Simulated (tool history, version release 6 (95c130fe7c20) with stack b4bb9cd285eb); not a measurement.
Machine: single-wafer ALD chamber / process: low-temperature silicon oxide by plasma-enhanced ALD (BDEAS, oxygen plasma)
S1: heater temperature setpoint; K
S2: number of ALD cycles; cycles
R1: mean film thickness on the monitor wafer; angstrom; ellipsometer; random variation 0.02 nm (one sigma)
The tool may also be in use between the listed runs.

run,hour,S1,S2,R1
1,0.0,388.15,50,65.762
2,3.0,388.15,46,60.483
3,10.6,388.15,52,68.270
4,19.2,379.15,52,69.412
5,22.1,380.15,51,67.653
6,27.7,370.15,51,69.149
7,30.9,371.15,50,67.987
8,35.2,372.15,49,66.158
9,36.4,373.15,48,64.790
10,37.4,374.15,47,63.124

Expected results for the next run?
11,44.9,375.15,47,?

R1: 62.870 angstrom
